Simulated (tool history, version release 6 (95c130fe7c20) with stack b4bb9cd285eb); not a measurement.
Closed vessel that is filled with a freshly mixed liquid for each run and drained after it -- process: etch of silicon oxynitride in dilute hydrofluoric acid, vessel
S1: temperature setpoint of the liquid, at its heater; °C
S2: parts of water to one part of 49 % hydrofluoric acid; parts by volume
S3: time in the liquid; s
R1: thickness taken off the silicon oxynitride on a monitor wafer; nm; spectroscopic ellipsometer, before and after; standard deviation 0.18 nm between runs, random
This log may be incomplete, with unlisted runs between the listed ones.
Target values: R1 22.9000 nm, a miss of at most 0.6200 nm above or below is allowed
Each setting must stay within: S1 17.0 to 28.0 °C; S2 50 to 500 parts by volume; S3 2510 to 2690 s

run  hour    S1   S2    S3       R1
  1   0.0  20.0  275  2510  11.1950
  2   6.9  21.5  260  2510  12.6950
  3  12.2  21.5  260  2510  12.6680
  4  14.8  21.5  320  2510   9.9488
  5  22.9  21.5  270  2510  12.0640
  6  29.4  24.0  270  2510  13.3020
  7  30.6  24.5  250  2510  14.9210
  8  33.1  25.0  235  2510  16.6510
  9  40.0  25.5  225  2510  17.9730
 10  46.4  26.0  220  2510  18.6540
 11  49.8  26.5  215  2510  19.8510
 12  50.4  27.0  210  2510  20.3200
 13  55.6  27.0  205  2510  21.2510

Exercise: of the 4 proposed moves below, exactly one satisfies all targets within the stated allowed misses. Which move is it?
  A  60.8  27.0  225  2510   ?
  B  60.8  27.5  210  2690   ?
  C  60.8  27.0  220  2510   ?
  D  60.8  24.5  225  2690   ?

move       R1
   A  18.9150
   B  22.4610
   C  19.4230
   D  18.1970
A: misses by more than the last run did
B: hits every target within its allowed miss
C: misses by more than the last run did
D: misses by more than the last run did
The right move is B.
